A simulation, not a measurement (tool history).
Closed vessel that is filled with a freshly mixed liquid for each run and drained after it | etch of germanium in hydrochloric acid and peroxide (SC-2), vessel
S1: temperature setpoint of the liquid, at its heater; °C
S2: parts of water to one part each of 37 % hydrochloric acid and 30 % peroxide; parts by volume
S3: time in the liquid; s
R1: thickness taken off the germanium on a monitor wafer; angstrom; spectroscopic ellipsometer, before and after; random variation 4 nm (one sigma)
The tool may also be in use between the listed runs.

{"run": 1, "day": 0.0, "S1": 48.0, "S2": 6, "S3": 100, "R1": 3314.5}
{"run": 2, "day": 0.217, "S1": 45.0, "S2": 6, "S3": 100, "R1": 3026.1}
{"run": 3, "day": 0.333, "S1": 45.0, "S2": 6, "S3": 105, "R1": 3191.3}
{"run": 4, "day": 0.358, "S1": 45.0, "S2": 6, "S3": 100, "R1": 3007.3}
{"run": 5, "day": 0.6, "S1": 47.5, "S2": 6, "S3": 100, "R1": 3262.4}
{"run": 6, "day": 0.758, "S1": 47.5, "S2": 6, "S3": 100, "R1": 3260.6}
{"run": 7, "day": 0.842, "S1": 49.0, "S2": 6, "S3": 100, "R1": 3435.0}

Forecast run 8:
{"run": 8, "day": 1.012, "S1": 50.5, "S2": 6, "S3": 100, "R1": "?"}

Run 8 gave R1 3638.4 angstrom.
